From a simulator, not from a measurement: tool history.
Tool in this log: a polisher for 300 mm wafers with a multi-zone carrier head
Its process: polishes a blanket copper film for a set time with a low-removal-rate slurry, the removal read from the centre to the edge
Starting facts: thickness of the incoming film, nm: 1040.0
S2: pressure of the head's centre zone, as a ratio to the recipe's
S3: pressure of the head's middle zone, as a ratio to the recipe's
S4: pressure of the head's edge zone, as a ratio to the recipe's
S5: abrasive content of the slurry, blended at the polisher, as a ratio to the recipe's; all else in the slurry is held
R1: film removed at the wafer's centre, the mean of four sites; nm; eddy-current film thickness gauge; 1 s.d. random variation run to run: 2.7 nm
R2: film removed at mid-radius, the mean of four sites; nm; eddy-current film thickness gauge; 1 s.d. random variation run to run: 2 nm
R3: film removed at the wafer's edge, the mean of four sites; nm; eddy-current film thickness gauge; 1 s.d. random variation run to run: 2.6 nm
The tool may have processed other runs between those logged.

Run 1, day 0.000: flow of slurry (ml/min) 275, S2 1.00, S3 1.00, S4 1.00, S5 1.00, polishing time (s) 76. Result: R1 300.64 nm, R2 305.13 nm, R3 296.23 nm.
Run 2, day 0.188: flow of slurry (ml/min) 275, S2 1.00, S3 0.98, S4 0.99, S5 0.95, polishing time (s) 73. Result: R1 283.30 nm, R2 284.08 nm, R3 284.13 nm.
Run 3, day 0.217: flow of slurry (ml/min) 275, S2 1.01, S3 0.97, S4 0.98, S5 0.90, polishing time (s) 70. Result: R1 264.81 nm, R2 262.74 nm, R3 271.15 nm.
Run 4, day 0.533: flow of slurry (ml/min) 275, S2 1.03, S3 0.97, S4 0.97, S5 0.85, polishing time (s) 68. Result: R1 267.31 nm, R2 259.44 nm, R3 251.47 nm.
Run 5, day 0.671: flow of slurry (ml/min) 275, S2 1.03, S3 0.95, S4 0.96, S5 0.80, polishing time (s) 67. Result: R1 254.22 nm, R2 245.63 nm, R3 245.45 nm.
Run 6, day 0.892: flow of slurry (ml/min) 275, S2 1.03, S3 0.93, S4 0.95, S5 0.75, polishing time (s) 66. Result: R1 249.04 nm, R2 234.99 nm, R3 238.36 nm.
Run 7, day 1.017: flow of slurry (ml/min) 275, S2 1.03, S3 0.92, S4 0.94, S5 0.70, polishing time (s) 65. Result: R1 236.49 nm, R2 222.06 nm, R3 226.06 nm.
Run 8, day 1.342: flow of slurry (ml/min) 275, S2 1.02, S3 0.91, S4 0.93, S5 0.70, polishing time (s) 65. Result: R1 237.19 nm, R2 219.33 nm, R3 231.42 nm.
Run 9, day 1.704: flow of slurry (ml/min) 275, S2 1.02, S3 0.90, S4 0.92, S5 0.65, polishing time (s) 64. Result: R1 230.47 nm, R2 210.48 nm, R3 219.79 nm.
Run 10, day 2.038: flow of slurry (ml/min) 275, S2 1.01, S3 0.89, S4 0.91, S5 0.65, polishing time (s) 64. Result: R1 223.88 nm, R2 208.66 nm, R3 212.42 nm.
Run 11, day 2.225: flow of slurry (ml/min) 250, S2 0.98, S3 0.81, S4 0.96, S5 0.50, polishing time (s) 63. Result: R1 193.38 nm, R2 171.88 nm, R3 204.40 nm.
Run 12, day 2.588: flow of slurry (ml/min) 255, S2 0.98, S3 0.82, S4 0.96, S5 0.50, polishing time (s) 63. Result: R1 195.13 nm, R2 176.04 nm, R3 199.31 nm.
Run 13, day 2.833: flow of slurry (ml/min) 260, S2 0.98, S3 0.82, S4 0.96, S5 0.50, polishing time (s) 63. Result: R1 198.42 nm, R2 175.68 nm, R3 202.15 nm.

Forecast run 14:
Run 14, day 2.858: flow of slurry (ml/min) 265, S2 0.98, S3 0.83, S4 0.96, S5 0.50, polishing time (s) 63. Result: R1 ?, R2 ?, R3 ?.

Run 14 measured R1 196.43 nm, R2 177.58 nm, R3 202.66 nm.
